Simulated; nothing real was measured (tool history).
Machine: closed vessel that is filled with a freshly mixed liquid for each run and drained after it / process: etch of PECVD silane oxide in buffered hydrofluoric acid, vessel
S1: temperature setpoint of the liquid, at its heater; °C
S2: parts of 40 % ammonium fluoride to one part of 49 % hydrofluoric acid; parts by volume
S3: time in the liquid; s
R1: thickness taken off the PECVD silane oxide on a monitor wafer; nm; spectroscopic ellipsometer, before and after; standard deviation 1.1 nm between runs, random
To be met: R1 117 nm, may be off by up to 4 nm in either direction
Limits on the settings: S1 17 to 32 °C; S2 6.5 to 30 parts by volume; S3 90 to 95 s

run 1 hour=0 | S1=24 S2=18.5 S3=90 | R1=82.632
run 2 hour=8.5 | S1=25 S2=18.5 S3=90 | R1=88.056
run 3 hour=17.2 | S1=25 S2=18.5 S3=95 | R1=90.789
run 4 hour=18.3 | S1=25 S2=18.5 S3=95 | R1=91.783
run 5 hour=27.3 | S1=26 S2=18.5 S3=95 | R1=96.567
run 6 hour=29.2 | S1=27 S2=18.5 S3=95 | R1=102.2
run 7 hour=33.8 | S1=27.5 S2=18.5 S3=95 | R1=106.07
run 8 hour=37.7 | S1=28 S2=18.5 S3=95 | R1=106.56
run 9 hour=40.1 | S1=28.5 S2=18.5 S3=95 | R1=110.58

Of the 4 settings listed for the next run, only one would bring every result within its allowed miss of target. Which one?
run A hour=42.5 | S1=26 S2=16 S3=90 | R1=?
run B hour=42.5 | S1=27.5 S2=18.5 S3=95 | R1=?
run C hour=42.5 | S1=29.5 S2=17.5 S3=90 | R1=?
run D hour=42.5 | S1=29 S2=18.5 S3=90 | R1=?

move=A R1=105.45
move=B R1=104.59
move=C R1=116.39
move=D R1=107.33
A: moves away from the targets compared with the last run
B: moves away from the targets compared with the last run
C: in spec on every target
D: moves away from the targets compared with the last run
Move C is the one to make.

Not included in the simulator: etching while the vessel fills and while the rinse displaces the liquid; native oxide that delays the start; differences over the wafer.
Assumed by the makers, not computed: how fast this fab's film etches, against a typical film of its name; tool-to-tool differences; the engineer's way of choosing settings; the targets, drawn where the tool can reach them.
